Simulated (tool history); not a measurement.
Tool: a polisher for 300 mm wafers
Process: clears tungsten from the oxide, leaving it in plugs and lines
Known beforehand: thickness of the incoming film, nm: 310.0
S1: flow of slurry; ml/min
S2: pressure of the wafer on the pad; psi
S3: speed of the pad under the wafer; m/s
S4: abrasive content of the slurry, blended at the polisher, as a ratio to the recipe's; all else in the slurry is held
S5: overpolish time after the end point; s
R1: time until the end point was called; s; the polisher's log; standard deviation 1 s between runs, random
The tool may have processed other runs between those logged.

Run 1, hour 0: S1 160 ml/min, S2 3.4 psi, S3 0.98 m/s, S4 1, S5 7 s. Result: R1 89.661 s.
Run 2, hour 8.5: S1 160 ml/min, S2 3.7 psi, S3 0.98 m/s, S4 1, S5 7 s. Result: R1 82.888 s.
Run 3, hour 12: S1 160 ml/min, S2 3.7 psi, S3 0.74 m/s, S4 1, S5 7 s. Result: R1 106.95 s.
Run 4, hour 13.8: S1 160 ml/min, S2 4.4 psi, S3 0.74 m/s, S4 1, S5 7 s. Result: R1 90.78 s.
Run 5, hour 19.4: S1 125 ml/min, S2 4.4 psi, S3 0.74 m/s, S4 1, S5 7 s. Result: R1 93.544 s.
Run 6, hour 26.5: S1 125 ml/min, S2 4.6 psi, S3 0.76 m/s, S4 1, S5 7 s. Result: R1 84.427 s.
Run 7, hour 31.3: S1 125 ml/min, S2 4.7 psi, S3 0.78 m/s, S4 1, S5 7 s. Result: R1 84.246 s.
Run 8, hour 33.5: S1 125 ml/min, S2 4.8 psi, S3 0.8 m/s, S4 1, S5 7 s. Result: R1 79.887 s.

For run 9, what comes out?
Run 9, hour 42.2: S1 125 ml/min, S2 4.9 psi, S3 0.82 m/s, S4 1, S5 7 s. Result: R1 ?.

{"run 9": {"R1": 77.524}}
